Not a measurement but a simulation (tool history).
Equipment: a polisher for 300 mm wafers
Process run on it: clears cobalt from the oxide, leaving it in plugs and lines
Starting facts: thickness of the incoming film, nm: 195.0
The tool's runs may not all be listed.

run    day  flow of slurry (ml/min)  pressure of the wafer on the pad (kPa)  speed of the pad under the wafer (cm/s)  overpolish time after the end point (s)  time until the end point was called (s)  dishing of a wide line in a test structure (angstrom)
  1  0.000                      245                                     9.0                                       78                                       22                                   71.160                                                 358.27
  2  0.183                      280                                     9.0                                       78                                       22                                   75.292                                                 364.36
  3  0.429                      335                                     9.0                                       78                                       22                                   69.818                                                 356.10
  4  0.479                      330                                     7.6                                       78                                       25                                   85.416                                                 348.95
  5  0.658                      330                                     6.9                                       78                                       27                                   94.410                                                 346.56
  6  0.879                      330                                     5.5                                       78                                       27                                  115.020                                                 303.98

Estimate the outcome of run 7 from the log above:
  7  0.975                      330                                     5.5                                       78                                       29                                        ?                                                      ?

{"run 7": {"time until the end point was called (s)": 113.06, "dishing of a wide line in a test structure (angstrom)": 318.72}}

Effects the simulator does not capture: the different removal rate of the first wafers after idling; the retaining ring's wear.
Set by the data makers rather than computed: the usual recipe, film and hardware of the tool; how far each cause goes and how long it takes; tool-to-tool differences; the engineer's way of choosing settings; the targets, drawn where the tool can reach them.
